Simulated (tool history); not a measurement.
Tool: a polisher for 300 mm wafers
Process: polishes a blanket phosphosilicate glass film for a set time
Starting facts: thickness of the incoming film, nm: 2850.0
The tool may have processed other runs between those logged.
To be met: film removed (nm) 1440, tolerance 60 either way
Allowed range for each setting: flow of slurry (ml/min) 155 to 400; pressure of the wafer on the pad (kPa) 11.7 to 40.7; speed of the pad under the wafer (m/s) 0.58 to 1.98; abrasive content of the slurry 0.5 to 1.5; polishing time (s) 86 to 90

run,hour,flow of slurry (ml/min),pressure of the wafer on the pad (kPa),speed of the pad under the wafer (m/s),abrasive content of the slurry,polishing time (s),film removed (nm)
1,0,255,26.2,1.28,1,86,927.36
2,3.3,255,29,1.28,1,86,1029.1
3,11.1,255,29,1.28,0.8,86,844.04
4,12,255,29,1.28,0.9,86,928.67
5,14.3,255,29,1.28,0.8,86,840.25
6,15.4,255,29,1.28,0.9,86,930.05
7,16.6,255,31.7,1.3,0.9,86,1019
8,19.7,255,38.6,1.42,0.9,86,1290.9
9,28,255,39.3,1.44,0.9,86,1338.8
10,31.2,255,39.3,1.46,0.9,86,1362.8

4 candidate next runs follow, results not yet known. Just one meets every target within its allowed miss. Identify it.
A,34.4,250,37.9,1.5,0.9,87,?
B,34.4,355,34.5,1.9,0.75,87,?
C,34.4,255,35.9,1.56,1,87,?
D,34.4,255,37.2,1.48,0.8,89,?

move,film removed (nm)
A,1351.1
B,1277.4
C,1426.2
D,1219.7
A: lands further from the targets than the last run did
B: lands further from the targets than the last run did
C: all results land within tolerance of their targets
D: lands further from the targets than the last run did
The right move is C.

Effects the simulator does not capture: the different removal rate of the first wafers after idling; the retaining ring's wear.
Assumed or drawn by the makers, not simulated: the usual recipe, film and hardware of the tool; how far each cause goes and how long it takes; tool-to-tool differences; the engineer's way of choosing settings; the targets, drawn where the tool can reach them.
